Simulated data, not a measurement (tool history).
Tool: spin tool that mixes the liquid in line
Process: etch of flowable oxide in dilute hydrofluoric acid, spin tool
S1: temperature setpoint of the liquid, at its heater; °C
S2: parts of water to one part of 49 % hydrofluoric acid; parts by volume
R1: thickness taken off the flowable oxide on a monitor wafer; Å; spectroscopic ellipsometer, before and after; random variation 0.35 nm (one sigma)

run 1 hour=0.0 | S1=24.0 S2=255 time_under_the_liquid_(s)=285 | R1=385.03
run 2 hour=2.6 | S1=21.0 S2=255 time_under_the_liquid_(s)=285 | R1=348.30
run 3 hour=3.6 | S1=22.5 S2=240 time_under_the_liquid_(s)=285 | R1=394.97
run 4 hour=6.0 | S1=22.5 S2=330 time_under_the_liquid_(s)=285 | R1=263.29
run 5 hour=14.4 | S1=22.5 S2=330 time_under_the_liquid_(s)=305 | R1=280.99
run 6 hour=18.2 | S1=24.0 S2=310 time_under_the_liquid_(s)=305 | R1=321.18
run 7 hour=27.2 | S1=25.0 S2=290 time_under_the_liquid_(s)=305 | R1=362.30
run 8 hour=33.4 | S1=26.0 S2=270 time_under_the_liquid_(s)=305 | R1=416.40

Run 9 comes next. What will it give?
run 9 hour=38.1 | S1=27.0 S2=255 time_under_the_liquid_(s)=305 | R1=?

{"run 9": {"R1": 461.32}}

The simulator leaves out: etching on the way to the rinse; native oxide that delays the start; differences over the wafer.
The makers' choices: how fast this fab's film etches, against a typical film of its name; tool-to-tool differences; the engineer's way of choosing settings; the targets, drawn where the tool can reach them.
